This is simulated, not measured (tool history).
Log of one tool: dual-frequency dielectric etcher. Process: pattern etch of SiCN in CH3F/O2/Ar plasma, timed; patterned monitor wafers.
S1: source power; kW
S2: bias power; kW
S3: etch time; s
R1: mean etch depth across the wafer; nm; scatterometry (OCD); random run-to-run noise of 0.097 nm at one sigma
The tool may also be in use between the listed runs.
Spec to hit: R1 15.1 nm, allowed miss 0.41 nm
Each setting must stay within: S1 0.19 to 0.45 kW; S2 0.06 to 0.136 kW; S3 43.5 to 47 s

Run 1, hour 0: S1 0.32 kW, S2 0.098 kW, S3 47 s. Result: R1 18.128 nm.
Run 2, hour 6.4: S1 0.27 kW, S2 0.098 kW, S3 47 s. Result: R1 17.514 nm.
Run 3, hour 10.7: S1 0.26 kW, S2 0.091 kW, S3 46.5 s. Result: R1 16.562 nm.
Run 4, hour 16.7: S1 0.25 kW, S2 0.088 kW, S3 46.5 s. Result: R1 16.144 nm.
Run 5, hour 25.7: S1 0.24 kW, S2 0.086 kW, S3 46.5 s. Result: R1 15.767 nm.
Run 6, hour 28.3: S1 0.24 kW, S2 0.099 kW, S3 46.5 s. Result: R1 16.862 nm.
Run 7, hour 29.2: S1 0.23 kW, S2 0.095 kW, S3 46 s. Result: R1 16.042 nm.
Run 8, hour 36.1: S1 0.23 kW, S2 0.095 kW, S3 46 s. Result: R1 16.203 nm.
Run 9, hour 42.6: S1 0.22 kW, S2 0.093 kW, S3 46 s. Result: R1 15.712 nm.
Run 10, hour 44: S1 0.21 kW, S2 0.092 kW, S3 46 s. Result: R1 15.687 nm.

Exactly one of the 4 candidate moves below puts every result within its allowed miss. Which one?
Run A, hour 45.4: S1 0.25 kW, S2 0.092 kW, S3 46 s. Result: R1 ?.
Run B, hour 45.4: S1 0.21 kW, S2 0.101 kW, S3 46 s. Result: R1 ?.
Run C, hour 45.4: S1 0.21 kW, S2 0.099 kW, S3 43.5 s. Result: R1 ?.
Run D, hour 45.4: S1 0.19 kW, S2 0.08 kW, S3 45 s. Result: R1 ?.

move      R1
   A  16.127
   B  16.124
   C   15.11
   D  13.864
A: lands further from the targets than the last run did
B: lands further from the targets than the last run did
C: every result within its allowed miss
D: takes the biggest miss from the last run beyond its target
Go with C: it meets all targets.
